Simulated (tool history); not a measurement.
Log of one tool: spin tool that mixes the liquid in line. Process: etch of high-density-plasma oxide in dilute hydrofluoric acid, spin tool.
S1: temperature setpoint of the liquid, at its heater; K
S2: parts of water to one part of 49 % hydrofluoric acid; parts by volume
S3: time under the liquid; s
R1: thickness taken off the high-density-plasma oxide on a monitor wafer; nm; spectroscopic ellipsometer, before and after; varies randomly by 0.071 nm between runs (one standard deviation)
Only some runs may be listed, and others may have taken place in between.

run	hour	S1	S2	S3	R1
1	0.0	298.15	295	290	6.3092
2	7.1	300.65	285	290	7.2169
3	12.0	302.15	280	290	7.8522
4	20.4	302.15	280	310	8.2380
5	25.4	302.15	280	290	7.7022
6	32.6	302.15	370	290	5.3771

Run 7 comes next. What will it give?
7	38.3	303.15	335	290	?

R1: 6.3111 nm
